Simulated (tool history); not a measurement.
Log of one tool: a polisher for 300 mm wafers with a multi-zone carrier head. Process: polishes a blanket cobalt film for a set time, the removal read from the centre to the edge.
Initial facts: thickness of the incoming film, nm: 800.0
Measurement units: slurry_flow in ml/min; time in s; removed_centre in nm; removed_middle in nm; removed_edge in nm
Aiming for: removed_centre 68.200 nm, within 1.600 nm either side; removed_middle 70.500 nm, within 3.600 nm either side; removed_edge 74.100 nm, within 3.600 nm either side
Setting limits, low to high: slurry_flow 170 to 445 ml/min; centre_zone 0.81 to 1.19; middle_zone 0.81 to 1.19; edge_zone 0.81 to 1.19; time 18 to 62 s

run  hour  slurry_flow  centre_zone  middle_zone  edge_zone  time  removed_centre  removed_middle  removed_edge
  1   0.0          285         1.00         1.00       1.00    40          93.979          90.958        94.623
  2   7.6          285         1.00         1.00       0.93    40          93.208          95.014        92.203
  3   9.1          280         0.98         0.98       0.93    39          89.131          88.914        90.405
  4  15.8          280         0.98         0.98       0.93    29          67.544          67.233        67.872
  5  17.7          280         1.04         0.98       0.93    29          69.023          66.266        67.115
  6  19.0          280         1.02         0.98       0.94    29          68.362          66.440        68.104
  7  23.5          280         1.00         0.99       0.95    29          68.083          68.567        69.467
  8  26.4          280         0.99         0.99       0.96    29          66.840          67.043        68.476
  9  30.7          280         0.98         0.99       0.97    29          66.157          67.709        70.032
 10  39.7          285         0.98         0.99       0.98    29          67.418          69.358        67.484
 11  40.8          270         0.98         1.00       0.98    29          66.589          68.952        70.266

Consider the 5 candidate settings below. Which is the only one whose results all fall within their allowed miss of target?
  A  41.9          240         0.98         1.01       1.09    30               ?               ?             ?
  B  41.9          430         1.03         1.19       0.85    28               ?               ?             ?
  C  41.9          245         0.98         1.10       0.96    28               ?               ?             ?
  D  41.9          275         0.91         1.11       1.00    31               ?               ?             ?
  E  41.9          250         0.93         1.04       0.96    29               ?               ?             ?

move  removed_centre  removed_middle  removed_edge
   A          68.710          70.953        75.458
   B          68.606          78.356        65.396
   C          64.261          71.025        66.827
   D          68.952          79.812        75.628
   E          64.781          70.416        69.334
A: every result within its allowed miss
B: misses by more than the last run did
C: misses by more than the last run did
D: corrects the largest miss of the last run, while another result sits out of spec
E: misses by more than the last run did
So the answer is move A, the one that meets all the targets.
